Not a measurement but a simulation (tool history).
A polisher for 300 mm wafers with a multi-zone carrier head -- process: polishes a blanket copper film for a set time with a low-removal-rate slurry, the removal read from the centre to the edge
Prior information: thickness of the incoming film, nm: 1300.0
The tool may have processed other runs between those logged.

run    day  flow of slurry (ml/min)  pressure of the head's centre zone  pressure of the head's middle zone  pressure of the head's edge zone  abrasive content of the slurry  polishing time (s)  film removed at the wafer's centre (nm)  film removed at mid-radius (nm)  film removed at the wafer's edge (nm)
  1      0                      290                                   1                                   1                                 1                               1                  52                                   114.42                           118.55                                 117.12
  2  0.346                      290                                   1                                   1                              1.05                               1                  52                                   118.07                           120.65                                 118.82
  3  0.671                      290                                   1                                   1                              1.05                               1                  59                                   132.57                           134.34                                 134.01
  4  0.946                      290                                   1                                   1                               1.1                               1                  59                                    130.8                           131.96                                 136.68
  5  1.012                      290                                1.01                                0.97                              1.07                            0.85                  54                                   120.29                           116.85                                  122.9
  6  1.088                      290                                1.01                                0.97                               1.1                            0.85                  54                                   119.66                           118.27                                 123.83
  7   1.15                      290                                1.03                                0.95                                 1                             0.6                  40                                   87.009                           83.183                                  83.97

Run 8 comes next. What will it give?
  8  1.242                      290                                1.03                                0.95                                 1                             0.6                  40                                        ?                                ?                                      ?

{"run 8": {"film removed at the wafer's centre (nm)": 85.684, "film removed at mid-radius (nm)": 79.527, "film removed at the wafer's edge (nm)": 84.559}}
